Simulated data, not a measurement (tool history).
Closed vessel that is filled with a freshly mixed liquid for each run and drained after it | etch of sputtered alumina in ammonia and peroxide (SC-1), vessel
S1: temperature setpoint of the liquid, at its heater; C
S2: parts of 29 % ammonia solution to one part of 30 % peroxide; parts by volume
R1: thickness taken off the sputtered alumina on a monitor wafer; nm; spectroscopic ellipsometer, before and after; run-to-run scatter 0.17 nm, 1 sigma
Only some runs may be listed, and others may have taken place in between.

run 1 hour=0.0 | S1=53.0 S2=0.4 time_in_the_liquid_(s)=185 | R1=16.298
run 2 hour=4.6 | S1=54.5 S2=0.4 time_in_the_liquid_(s)=185 | R1=17.567
run 3 hour=10.7 | S1=55.5 S2=0.4 time_in_the_liquid_(s)=185 | R1=18.581
run 4 hour=17.4 | S1=60.5 S2=0.4 time_in_the_liquid_(s)=185 | R1=24.129
run 5 hour=24.9 | S1=60.0 S2=0.4 time_in_the_liquid_(s)=185 | R1=23.563
run 6 hour=33.1 | S1=60.0 S2=0.4 time_in_the_liquid_(s)=195 | R1=24.696
run 7 hour=40.7 | S1=59.5 S2=0.4 time_in_the_liquid_(s)=195 | R1=24.009
run 8 hour=44.9 | S1=59.0 S2=0.4 time_in_the_liquid_(s)=195 | R1=23.548

Predict the results of run 9:
run 9 hour=47.8 | S1=59.0 S2=0.4 time_in_the_liquid_(s)=195 | R1=?

{"run 9": {"R1": 23.567}}
